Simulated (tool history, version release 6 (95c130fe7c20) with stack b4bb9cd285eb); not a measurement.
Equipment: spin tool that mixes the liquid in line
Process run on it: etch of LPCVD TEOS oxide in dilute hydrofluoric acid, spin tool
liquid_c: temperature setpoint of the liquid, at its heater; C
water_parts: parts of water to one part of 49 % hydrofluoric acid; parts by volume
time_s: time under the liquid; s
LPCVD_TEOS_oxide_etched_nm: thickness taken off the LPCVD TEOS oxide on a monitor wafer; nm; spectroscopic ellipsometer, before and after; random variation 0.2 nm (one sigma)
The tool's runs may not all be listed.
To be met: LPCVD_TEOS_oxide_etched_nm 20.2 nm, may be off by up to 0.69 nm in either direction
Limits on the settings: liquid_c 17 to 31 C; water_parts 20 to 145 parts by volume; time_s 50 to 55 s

{"run": 1, "hour": 0.0, "liquid_c": 23, "water_parts": 80, "time_s": 50, "LPCVD_TEOS_oxide_etched_nm": 12.688}
{"run": 2, "hour": 3.5, "liquid_c": 23, "water_parts": 80, "time_s": 55, "LPCVD_TEOS_oxide_etched_nm": 13.986}
{"run": 3, "hour": 5.6, "liquid_c": 25, "water_parts": 80, "time_s": 55, "LPCVD_TEOS_oxide_etched_nm": 15.319}
{"run": 4, "hour": 8.9, "liquid_c": 25, "water_parts": 80, "time_s": 50, "LPCVD_TEOS_oxide_etched_nm": 13.723}
{"run": 5, "hour": 17.3, "liquid_c": 26.5, "water_parts": 75, "time_s": 50, "LPCVD_TEOS_oxide_etched_nm": 15.621}
{"run": 6, "hour": 19.6, "liquid_c": 26.5, "water_parts": 75, "time_s": 50, "LPCVD_TEOS_oxide_etched_nm": 15.791}
{"run": 7, "hour": 21.9, "liquid_c": 27.5, "water_parts": 75, "time_s": 50, "LPCVD_TEOS_oxide_etched_nm": 16.152}
{"run": 8, "hour": 26.5, "liquid_c": 28.5, "water_parts": 75, "time_s": 50, "LPCVD_TEOS_oxide_etched_nm": 16.974}
{"run": 9, "hour": 34.2, "liquid_c": 29, "water_parts": 75, "time_s": 50, "LPCVD_TEOS_oxide_etched_nm": 17.117}
{"run": 10, "hour": 38.5, "liquid_c": 29.5, "water_parts": 75, "time_s": 50, "LPCVD_TEOS_oxide_etched_nm": 17.389}
{"run": 11, "hour": 40.9, "liquid_c": 30, "water_parts": 75, "time_s": 50, "LPCVD_TEOS_oxide_etched_nm": 17.972}

Exercise: of the 5 proposed moves below, exactly one satisfies all targets within the stated allowed misses. Which move is it?
{"run": "A", "hour": 43.3, "liquid_c": 30.5, "water_parts": 70, "time_s": 55, "LPCVD_TEOS_oxide_etched_nm": "?"}
{"run": "B", "hour": 43.3, "liquid_c": 31, "water_parts": 70, "time_s": 50, "LPCVD_TEOS_oxide_etched_nm": "?"}
{"run": "C", "hour": 43.3, "liquid_c": 31, "water_parts": 65, "time_s": 50, "LPCVD_TEOS_oxide_etched_nm": "?"}
{"run": "D", "hour": 43.3, "liquid_c": 27, "water_parts": 60, "time_s": 55, "LPCVD_TEOS_oxide_etched_nm": "?"}
{"run": "E", "hour": 43.3, "liquid_c": 30.5, "water_parts": 65, "time_s": 50, "LPCVD_TEOS_oxide_etched_nm": "?"}

move=A LPCVD_TEOS_oxide_etched_nm=21.461
move=B LPCVD_TEOS_oxide_etched_nm=19.886
move=C LPCVD_TEOS_oxide_etched_nm=21.581
move=D LPCVD_TEOS_oxide_etched_nm=22.156
move=E LPCVD_TEOS_oxide_etched_nm=21.17
A: carries the result that was furthest off beyond its target, to the other side
B: each result inside its tolerance
C: carries the result that was furthest off beyond its target, to the other side
D: carries the result that was furthest off beyond its target, to the other side
E: carries the result that was furthest off beyond its target, to the other side
The move that meets every target is B.

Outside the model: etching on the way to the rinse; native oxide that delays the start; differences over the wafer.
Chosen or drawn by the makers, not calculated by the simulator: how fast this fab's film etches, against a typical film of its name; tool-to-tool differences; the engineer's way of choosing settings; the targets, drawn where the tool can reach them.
